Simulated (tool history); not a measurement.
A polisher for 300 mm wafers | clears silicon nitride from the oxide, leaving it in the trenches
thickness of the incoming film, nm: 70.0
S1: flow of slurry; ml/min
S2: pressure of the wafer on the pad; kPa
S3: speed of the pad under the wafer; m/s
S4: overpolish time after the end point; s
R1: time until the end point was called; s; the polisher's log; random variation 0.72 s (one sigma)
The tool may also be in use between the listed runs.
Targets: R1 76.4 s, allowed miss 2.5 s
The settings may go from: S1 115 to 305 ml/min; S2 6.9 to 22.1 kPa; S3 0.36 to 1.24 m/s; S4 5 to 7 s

run 1 day=0 | S1=195 S2=14.5 S3=0.8 S4=7 | R1=117.94
run 2 day=0.367 | S1=145 S2=14.5 S3=0.8 S4=7 | R1=123.28
run 3 day=0.538 | S1=155 S2=15.9 S3=0.8 S4=7 | R1=111.47
run 4 day=0.904 | S1=165 S2=17.2 S3=0.8 S4=7 | R1=101.65
run 5 day=1.092 | S1=165 S2=17.2 S3=0.96 S4=7 | R1=85.527
run 6 day=1.362 | S1=165 S2=17.2 S3=0.96 S4=5 | R1=83.908
run 7 day=1.596 | S1=170 S2=17.2 S3=0.96 S4=5 | R1=85.951
run 8 day=1.842 | S1=175 S2=17.9 S3=0.96 S4=5 | R1=80.983
run 9 day=1.996 | S1=180 S2=17.9 S3=0.96 S4=5 | R1=81.233

4 next moves are on the table. One of them brings every result within its allowed miss. Which?
run A day=2.15 | S1=190 S2=19.3 S3=0.86 S4=5 | R1=?
run B day=2.15 | S1=160 S2=16.5 S3=1.04 S4=5 | R1=?
run C day=2.15 | S1=185 S2=18.6 S3=0.92 S4=5 | R1=?
run D day=2.15 | S1=175 S2=18.6 S3=0.98 S4=6 | R1=?

move=A R1=83.674
move=B R1=83.179
move=C R1=81.529
move=D R1=77.353
A: further off than the last run
B: further off than the last run
C: further off than the last run
D: meets every target
Move D is the one to make.
